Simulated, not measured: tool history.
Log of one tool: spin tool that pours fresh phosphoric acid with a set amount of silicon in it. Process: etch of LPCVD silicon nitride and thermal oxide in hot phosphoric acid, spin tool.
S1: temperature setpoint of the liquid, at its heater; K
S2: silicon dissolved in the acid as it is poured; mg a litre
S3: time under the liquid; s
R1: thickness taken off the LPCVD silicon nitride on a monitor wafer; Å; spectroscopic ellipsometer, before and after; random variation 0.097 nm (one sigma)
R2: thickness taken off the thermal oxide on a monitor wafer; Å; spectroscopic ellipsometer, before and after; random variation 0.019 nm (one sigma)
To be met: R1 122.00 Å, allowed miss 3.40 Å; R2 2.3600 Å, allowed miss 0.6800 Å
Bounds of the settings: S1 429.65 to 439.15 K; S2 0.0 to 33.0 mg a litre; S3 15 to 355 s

run,hour,S1,S2,S3,R1,R2
1,0.0,434.15,14.5,180,188.43,4.4965
2,2.3,433.65,15.0,170,173.75,3.9073
3,10.8,433.65,15.0,110,111.91,2.2857
4,18.2,435.15,15.0,110,117.37,3.0871
5,24.1,435.15,15.0,175,187.32,4.8575
6,26.4,434.65,14.5,165,173.39,3.9219
7,32.7,434.15,15.0,155,161.64,2.8876
8,41.1,433.65,13.5,150,155.16,3.6427
9,47.9,431.15,22.5,115,107.18,1.7071
10,56.8,431.65,22.0,115,110.53,1.9946
11,58.4,432.15,22.0,115,111.31,1.7411
12,64.2,432.65,21.0,115,112.29,2.1493
13,68.5,432.65,20.0,115,114.51,2.3293

Which of these 5 next moves meets every target?
A,72.8,432.15,18.5,125,?,?
B,72.8,431.65,20.0,135,?,?
C,72.8,430.15,28.5,120,?,?
D,72.8,430.15,15.5,140,?,?
E,72.8,439.15,9.0,105,?,?

move,R1,R2
A,121.31,2.3896
B,128.84,2.3849
C,108.88,1.4358
D,127.03,2.4969
E,128.34,4.2080
A: meets every target
B: takes the result that was furthest off past its target
C: further off than the last run
D: takes the result that was furthest off past its target
E: takes the result that was furthest off past its target
Move A is the one to make.
